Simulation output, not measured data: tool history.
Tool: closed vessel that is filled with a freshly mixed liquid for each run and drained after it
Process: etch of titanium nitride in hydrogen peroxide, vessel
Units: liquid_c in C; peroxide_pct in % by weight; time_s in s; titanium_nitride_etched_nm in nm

| run | hour | liquid_c | peroxide_pct | time_s | titanium_nitride_etched_nm |
|---|---|---|---|---|---|
| 1 | 0.0 | 53.0 | 17.5 | 810 | 43.292 |
| 2 | 7.5 | 53.0 | 17.5 | 810 | 44.110 |
| 3 | 12.3 | 50.0 | 17.5 | 810 | 35.786 |
| 4 | 16.9 | 54.0 | 17.5 | 810 | 47.547 |
| 5 | 21.8 | 56.5 | 17.5 | 810 | 56.273 |
| 6 | 30.0 | 56.5 | 19.5 | 810 | 58.451 |
| 7 | 36.2 | 58.5 | 19.5 | 810 | 67.821 |
| 8 | 38.4 | 60.0 | 19.5 | 810 | 73.832 |
| 9 | 41.0 | 61.0 | 19.5 | 810 | 78.882 |
| 10 | 42.4 | 62.0 | 19.5 | 810 | 84.130 |

Forecast run 11:
| 11 | 51.6 | 62.5 | 19.5 | 810 | ? |

Run 11 gave titanium_nitride_etched_nm 87.542 nm.
